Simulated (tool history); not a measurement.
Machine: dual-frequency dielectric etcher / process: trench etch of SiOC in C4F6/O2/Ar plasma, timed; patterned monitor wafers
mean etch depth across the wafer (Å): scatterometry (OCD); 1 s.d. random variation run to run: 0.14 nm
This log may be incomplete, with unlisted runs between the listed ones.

run  hour  source power (W)  bias power (W)  etch time (s)  mean etch depth across the wafer (Å)
  1     0               460             132           11.5                                232.53
  2     5               470             133           11.5                                235.41
  3  10.5               470             152           11.5                                245.31
  4  12.1               470             152             10                                212.42
  5  12.7               490             154             10                                216.53
  6    18               490             154             10                                216.68
  7  26.4               500             156             10                                219.51

What does the tool deliver on the next run?
  8  30.4               510             158             10                                     ?

mean etch depth across the wafer (Å): 219.76

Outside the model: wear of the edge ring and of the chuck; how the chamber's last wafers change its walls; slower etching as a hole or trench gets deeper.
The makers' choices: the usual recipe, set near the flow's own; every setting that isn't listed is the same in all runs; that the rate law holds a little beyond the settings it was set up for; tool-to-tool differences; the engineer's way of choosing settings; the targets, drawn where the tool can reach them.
